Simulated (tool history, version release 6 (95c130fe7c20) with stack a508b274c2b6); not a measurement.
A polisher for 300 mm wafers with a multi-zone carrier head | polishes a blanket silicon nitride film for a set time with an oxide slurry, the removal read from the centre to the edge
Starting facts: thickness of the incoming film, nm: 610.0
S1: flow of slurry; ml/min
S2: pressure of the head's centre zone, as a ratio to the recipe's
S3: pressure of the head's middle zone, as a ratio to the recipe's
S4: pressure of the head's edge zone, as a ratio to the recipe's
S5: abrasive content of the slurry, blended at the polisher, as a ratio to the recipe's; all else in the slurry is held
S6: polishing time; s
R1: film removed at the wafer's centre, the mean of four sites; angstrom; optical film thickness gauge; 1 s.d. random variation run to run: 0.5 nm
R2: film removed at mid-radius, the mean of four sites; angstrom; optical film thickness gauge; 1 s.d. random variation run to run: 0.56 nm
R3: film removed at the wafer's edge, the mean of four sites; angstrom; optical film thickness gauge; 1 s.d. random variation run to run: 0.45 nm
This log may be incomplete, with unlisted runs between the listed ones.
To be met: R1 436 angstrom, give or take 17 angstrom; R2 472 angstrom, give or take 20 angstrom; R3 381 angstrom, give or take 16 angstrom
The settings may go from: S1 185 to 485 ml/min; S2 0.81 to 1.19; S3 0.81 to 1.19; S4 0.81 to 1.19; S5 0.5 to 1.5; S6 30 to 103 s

| run | hour | S1 | S2 | S3 | S4 | S5 | S6 | R1 | R2 | R3 |
|---|---|---|---|---|---|---|---|---|---|---|
| 1 | 0 | 310 | 1 | 1 | 1 | 1 | 66 | 320.06 | 315.99 | 318.47 |
| 2 | 6.8 | 310 | 1 | 1 | 1.03 | 1 | 66 | 320.72 | 320.08 | 311.78 |
| 3 | 12.9 | 315 | 1.01 | 1.03 | 1.04 | 1.05 | 66 | 325.12 | 332.41 | 333.1 |
| 4 | 14 | 295 | 1.03 | 1.06 | 1 | 1 | 69 | 338.05 | 351.02 | 329.69 |
| 5 | 21.8 | 295 | 0.95 | 1.06 | 1 | 1 | 69 | 315.96 | 350.81 | 329.07 |
| 6 | 24.6 | 290 | 0.98 | 1.08 | 0.97 | 1.05 | 70 | 332.24 | 358.83 | 336.3 |
| 7 | 31.4 | 280 | 1 | 1.1 | 0.95 | 1.05 | 73 | 354.17 | 386.79 | 345.02 |
| 8 | 39.4 | 280 | 1.02 | 1.12 | 0.94 | 1.1 | 74 | 374.05 | 394.01 | 352.95 |
| 9 | 48.1 | 275 | 1.02 | 1.13 | 0.92 | 1.1 | 76 | 376.7 | 409.64 | 361.29 |
| 10 | 54.5 | 275 | 1.03 | 1.14 | 0.9 | 1.1 | 77 | 384.53 | 428.67 | 357.48 |

Below are 4 possible settings for the next run. Only one of them brings all results inside the allowed miss of their targets. Which is it?
| A | 60.9 | 285 | 0.81 | 1.07 | 0.99 | 1.05 | 81 | ? | ? | ? |
| B | 60.9 | 340 | 0.98 | 1.02 | 1.03 | 1.2 | 72 | ? | ? | ? |
| C | 60.9 | 335 | 1.05 | 1.15 | 0.86 | 1.05 | 84 | ? | ? | ? |
| D | 60.9 | 195 | 1.16 | 1.01 | 0.92 | 1.4 | 76 | ? | ? | ? |

| move | R1 | R2 | R3 |
|---|---|---|---|
| A | 317.83 | 418.5 | 377.87 |
| B | 363.94 | 378.95 | 362.84 |
| C | 433.81 | 466.4 | 369.85 |
| D | 458.13 | 400.72 | 370.64 |
A: moves away from the targets compared with the last run
B: moves away from the targets compared with the last run
C: each result inside its tolerance
D: pushes the last run's worst result past its target
So the answer is move C, the one that meets all the targets.
